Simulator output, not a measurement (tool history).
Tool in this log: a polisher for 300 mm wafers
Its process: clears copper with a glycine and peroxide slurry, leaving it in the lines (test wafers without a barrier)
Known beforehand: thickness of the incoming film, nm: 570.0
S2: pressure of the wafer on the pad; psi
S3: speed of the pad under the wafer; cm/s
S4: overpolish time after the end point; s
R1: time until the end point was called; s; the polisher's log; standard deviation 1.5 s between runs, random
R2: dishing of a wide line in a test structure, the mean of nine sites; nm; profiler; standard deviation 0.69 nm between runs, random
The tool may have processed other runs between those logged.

Run 1, hour 0: flow of slurry (ml/min) 155, S2 2.4 psi, S3 90 cm/s, S4 14 s. Result: R1 163.55 s, R2 33.074 nm.
Run 2, hour 6.9: flow of slurry (ml/min) 155, S2 2.4 psi, S3 90 cm/s, S4 18 s. Result: R1 163.76 s, R2 37.189 nm.
Run 3, hour 8.1: flow of slurry (ml/min) 160, S2 2.6 psi, S3 90 cm/s, S4 18 s. Result: R1 150.86 s, R2 40.194 nm.
Run 4, hour 10.6: flow of slurry (ml/min) 160, S2 2.6 psi, S3 90 cm/s, S4 16 s. Result: R1 149.09 s, R2 37.36 nm.
Run 5, hour 18.5: flow of slurry (ml/min) 160, S2 2.6 psi, S3 72 cm/s, S4 16 s. Result: R1 178.8 s, R2 33.485 nm.
Run 6, hour 21.4: flow of slurry (ml/min) 160, S2 2.6 psi, S3 72 cm/s, S4 10 s. Result: R1 175.53 s, R2 22.629 nm.
Run 7, hour 28.4: flow of slurry (ml/min) 160, S2 2.7 psi, S3 76 cm/s, S4 11 s. Result: R1 165.14 s, R2 25.61 nm.

Estimate the outcome of run 8 from the log above:
Run 8, hour 35.9: flow of slurry (ml/min) 160, S2 2.8 psi, S3 78 cm/s, S4 12 s. Result: R1 ?, R2 ?.

{"run 8": {"R1": 159.67, "R2": 28.7}}
